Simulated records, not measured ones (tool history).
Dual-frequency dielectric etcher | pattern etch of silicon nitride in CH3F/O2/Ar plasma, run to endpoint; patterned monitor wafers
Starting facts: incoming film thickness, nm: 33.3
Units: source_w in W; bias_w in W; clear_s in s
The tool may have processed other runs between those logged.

run	hour	source_w	bias_w	clear_s
1	0.0	450	82	41.137
2	7.3	470	84	39.983
3	10.2	490	85	38.957
4	13.6	490	78	40.006
5	18.4	500	79	39.542
6	19.9	510	80	38.953

What will run 7 give?
7	27.2	520	81	?

{"run 7": {"clear_s": 38.467}}

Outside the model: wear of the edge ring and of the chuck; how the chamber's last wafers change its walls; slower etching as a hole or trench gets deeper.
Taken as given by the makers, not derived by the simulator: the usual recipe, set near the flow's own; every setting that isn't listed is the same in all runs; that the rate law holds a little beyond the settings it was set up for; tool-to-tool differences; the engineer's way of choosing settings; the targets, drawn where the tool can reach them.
